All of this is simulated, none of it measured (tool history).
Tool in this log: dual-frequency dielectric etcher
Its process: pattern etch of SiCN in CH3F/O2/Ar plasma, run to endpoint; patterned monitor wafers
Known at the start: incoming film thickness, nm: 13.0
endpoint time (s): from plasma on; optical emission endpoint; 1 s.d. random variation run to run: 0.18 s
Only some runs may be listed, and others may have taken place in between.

run,hour,source power (kW),bias power (kW),endpoint time (s)
1,0,0.35,0.09,32.748
2,4.6,0.32,0.088,33.628
3,11.9,0.3,0.085,34.836
4,17.8,0.29,0.084,35.471
5,19.1,0.28,0.083,35.683
6,26.6,0.33,0.083,33.956
7,35.2,0.31,0.081,34.909

Estimate the outcome of run 8 from the log above:
8,44,0.3,0.08,?

For run 8 the tool returned endpoint time (s) 35.201.

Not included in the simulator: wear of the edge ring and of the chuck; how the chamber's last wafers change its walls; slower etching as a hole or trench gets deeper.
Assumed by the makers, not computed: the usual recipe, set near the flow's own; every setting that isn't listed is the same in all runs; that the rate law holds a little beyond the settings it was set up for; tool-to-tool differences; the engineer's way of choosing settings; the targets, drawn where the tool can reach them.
